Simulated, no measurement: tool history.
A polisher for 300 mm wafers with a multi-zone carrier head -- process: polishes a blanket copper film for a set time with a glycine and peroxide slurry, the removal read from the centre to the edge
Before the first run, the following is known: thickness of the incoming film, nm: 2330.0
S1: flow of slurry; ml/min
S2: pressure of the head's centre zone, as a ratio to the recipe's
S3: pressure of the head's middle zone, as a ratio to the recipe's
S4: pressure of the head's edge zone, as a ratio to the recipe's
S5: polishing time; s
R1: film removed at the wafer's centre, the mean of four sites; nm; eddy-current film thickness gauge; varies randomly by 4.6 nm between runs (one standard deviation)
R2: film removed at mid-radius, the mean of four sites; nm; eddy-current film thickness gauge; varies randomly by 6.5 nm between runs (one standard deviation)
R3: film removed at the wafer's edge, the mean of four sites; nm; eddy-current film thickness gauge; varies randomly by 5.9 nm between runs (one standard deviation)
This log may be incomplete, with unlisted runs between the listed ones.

run,hour,S1,S2,S3,S4,S5,R1,R2,R3
1,0,195,1,1,1,80,455.15,461.99,446.66
2,1.6,195,1,0.99,1.02,82,463.61,489.87,465.35
3,10.4,190,1.01,0.97,1.04,83,471.95,476.38,480.42
4,14.4,195,1.02,0.97,1.05,84,491.85,473.15,485.16
5,21.2,195,1.02,0.97,1.05,70,400.76,404.52,410.32
6,24.7,150,1.02,0.97,1.05,70,395.23,397.12,390.15

Run 7, settings as shown, results not yet in. Your forecast:
7,28,205,1.11,0.98,1.15,92,?,?,?

R1: 549.12 nm
R2: 526.3 nm
R3: 544.75 nm
